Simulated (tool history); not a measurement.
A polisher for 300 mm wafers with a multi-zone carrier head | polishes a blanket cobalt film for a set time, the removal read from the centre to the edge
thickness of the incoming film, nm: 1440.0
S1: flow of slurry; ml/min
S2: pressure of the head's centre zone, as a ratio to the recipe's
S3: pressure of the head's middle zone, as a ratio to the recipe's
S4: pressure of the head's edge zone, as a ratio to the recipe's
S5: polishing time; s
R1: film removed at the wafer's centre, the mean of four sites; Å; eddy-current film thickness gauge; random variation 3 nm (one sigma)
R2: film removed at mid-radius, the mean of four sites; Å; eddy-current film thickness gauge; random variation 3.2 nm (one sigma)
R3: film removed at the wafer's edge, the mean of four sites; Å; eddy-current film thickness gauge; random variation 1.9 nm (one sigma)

run  hour   S1    S2    S3    S4  S5      R1      R2      R3
  1     0  230     1     1     1  73  3587.2  3689.9  3627.4
  2   5.8  280     1     1     1  73  3725.2  3800.4  3727.4
  3  12.1  280  1.07     1     1  73  3949.5  3792.1  3743.1
  4  14.8  265  1.05  0.98  0.97  67  3581.1  3361.2  3411.7
  5  21.2  265  1.05  0.92  0.97  67  3629.4  3140.9  3337.7
  6  25.5  260  1.03  0.94  0.94  62  3134.9  3059.4  3054.6
  7  30.1  255  1.03  0.92  0.91  59  3073.7  2889.3  2867.7

Run 8 comes next. What will it give?
  8    36  245  1.01  0.9  0.89  57   ?   ?   ?

Run 8 gave R1 2801.3 Å, R2 2705.5 Å, R3 2716.8 Å.
